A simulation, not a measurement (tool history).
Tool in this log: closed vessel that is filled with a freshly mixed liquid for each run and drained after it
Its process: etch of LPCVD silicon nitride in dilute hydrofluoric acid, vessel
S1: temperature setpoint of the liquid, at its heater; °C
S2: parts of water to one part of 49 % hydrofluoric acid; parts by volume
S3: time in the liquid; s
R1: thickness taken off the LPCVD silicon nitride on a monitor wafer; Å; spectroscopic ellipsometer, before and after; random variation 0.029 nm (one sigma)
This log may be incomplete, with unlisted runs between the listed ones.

run  hour    S1   S2   S3      R1
  1     0    20  150  930  23.984
  2   6.4    20  150  930  23.958
  3     7    20  180  930  20.162
  4   9.4  22.5  155  930  27.267
  5    13  25.5  155  930  33.412
  6  18.2    26  135  930  39.245

Predict the results of run 7:
  7  22.3  26  135  930   ?

R1: 39.269 Å

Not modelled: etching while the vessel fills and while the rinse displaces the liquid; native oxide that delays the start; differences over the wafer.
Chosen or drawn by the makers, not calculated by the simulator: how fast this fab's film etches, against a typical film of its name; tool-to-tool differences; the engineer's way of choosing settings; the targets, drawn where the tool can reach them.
